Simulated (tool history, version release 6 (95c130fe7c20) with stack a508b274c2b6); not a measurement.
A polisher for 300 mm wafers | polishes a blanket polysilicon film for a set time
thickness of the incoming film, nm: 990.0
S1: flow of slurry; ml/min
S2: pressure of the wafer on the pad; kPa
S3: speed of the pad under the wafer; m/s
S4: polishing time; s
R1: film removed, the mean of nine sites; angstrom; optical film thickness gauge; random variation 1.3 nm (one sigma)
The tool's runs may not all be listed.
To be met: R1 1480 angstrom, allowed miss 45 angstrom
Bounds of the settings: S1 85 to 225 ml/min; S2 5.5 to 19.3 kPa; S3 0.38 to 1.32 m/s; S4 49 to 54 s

run 1 hour=0 | S1=145 S2=12.4 S3=0.84 S4=54 | R1=2248.9
run 2 hour=3.4 | S1=140 S2=11 S3=0.84 S4=54 | R1=1985.9
run 3 hour=8.2 | S1=140 S2=11 S3=1.04 S4=54 | R1=2367.8
run 4 hour=11.2 | S1=140 S2=11 S3=1.04 S4=54 | R1=2436.5
run 5 hour=12 | S1=140 S2=13.8 S3=1.04 S4=54 | R1=2984.4
run 6 hour=16.7 | S1=140 S2=13.8 S3=1.04 S4=49 | R1=2712.1
run 7 hour=23.1 | S1=130 S2=11 S3=1.04 S4=49 | R1=2135.1
run 8 hour=23.9 | S1=120 S2=9.7 S3=1.04 S4=49 | R1=1818.5
run 9 hour=29 | S1=95 S2=7.6 S3=1.04 S4=49 | R1=1380
run 10 hour=35.9 | S1=100 S2=7.6 S3=1.04 S4=49 | R1=1413.2
run 11 hour=43 | S1=105 S2=7.6 S3=1.04 S4=49 | R1=1417.9

Which of these 4 next moves meets every target?
run A hour=50.1 | S1=100 S2=6.9 S3=0.96 S4=53 | R1=?
run B hour=50.1 | S1=120 S2=6.9 S3=0.92 S4=54 | R1=?
run C hour=50.1 | S1=130 S2=6.2 S3=1.16 S4=49 | R1=?
run D hour=50.1 | S1=130 S2=8.3 S3=0.82 S4=54 | R1=?

move=A R1=1275.3
move=B R1=1315.8
move=C R1=1346.6
move=D R1=1446.1
A: further off than the last run
B: further off than the last run
C: further off than the last run
D: meets every target
The right move is D.

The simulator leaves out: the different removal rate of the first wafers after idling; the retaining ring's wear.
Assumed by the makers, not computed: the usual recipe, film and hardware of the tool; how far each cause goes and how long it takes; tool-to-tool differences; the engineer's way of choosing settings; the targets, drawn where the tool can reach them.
